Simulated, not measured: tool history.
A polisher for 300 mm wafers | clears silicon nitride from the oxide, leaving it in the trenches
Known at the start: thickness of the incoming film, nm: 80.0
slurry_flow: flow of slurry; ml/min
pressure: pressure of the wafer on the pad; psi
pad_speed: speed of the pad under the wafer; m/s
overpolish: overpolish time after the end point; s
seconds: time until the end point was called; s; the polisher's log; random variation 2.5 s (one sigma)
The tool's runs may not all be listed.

{"run": 1, "hour": 0.0, "slurry_flow": 125, "pressure": 1.8, "pad_speed": 0.92, "overpolish": 5, "seconds": 172.57}
{"run": 2, "hour": 7.9, "slurry_flow": 155, "pressure": 1.8, "pad_speed": 0.92, "overpolish": 5, "seconds": 165.1}
{"run": 3, "hour": 10.8, "slurry_flow": 155, "pressure": 1.8, "pad_speed": 0.82, "overpolish": 5, "seconds": 178.42}
{"run": 4, "hour": 16.8, "slurry_flow": 155, "pressure": 1.9, "pad_speed": 0.82, "overpolish": 5, "seconds": 177.03}
{"hour": 23.9, "done": "head pressure recalibrated"}
{"run": 5, "hour": 23.9, "slurry_flow": 155, "pressure": 1.6, "pad_speed": 0.82, "overpolish": 5, "seconds": 214.42}
{"run": 6, "hour": 29.0, "slurry_flow": 155, "pressure": 1.7, "pad_speed": 0.82, "overpolish": 5, "seconds": 208.56}

The next listed run, before its measurement:
{"run": 7, "hour": 30.4, "slurry_flow": 155, "pressure": 1.8, "pad_speed": 0.82, "overpolish": 5, "seconds": "?"}

Run 7 gave seconds 193.80 s.
